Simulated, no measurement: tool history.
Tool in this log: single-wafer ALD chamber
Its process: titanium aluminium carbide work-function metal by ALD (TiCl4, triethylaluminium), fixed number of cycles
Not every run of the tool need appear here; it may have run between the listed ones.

run	day	heater temperature setpoint (deg C)	triethylaluminium pulse time (s)	mean film thickness on the monitor wafer (Å)
1	0	285	11.25	18.124
2	0.196	281	10.7	17.842
3	0.279	278	9.85	17.521
4	0.412	274	9.85	17.218
5	0.467	279	9.85	17.501
6	0.821	276	9.25	17.237
7	1.175	276	9.25	17.194
8	1.358	276	9.25	17.211
9	1.704	274	8.81	17.021
10	1.988	272	8.45	16.741

Run 11, settings as shown, results not yet in. Your forecast:
11	2.092	271	8.22	?

{"run 11": {"mean film thickness on the monitor wafer (Å)": 16.643}}
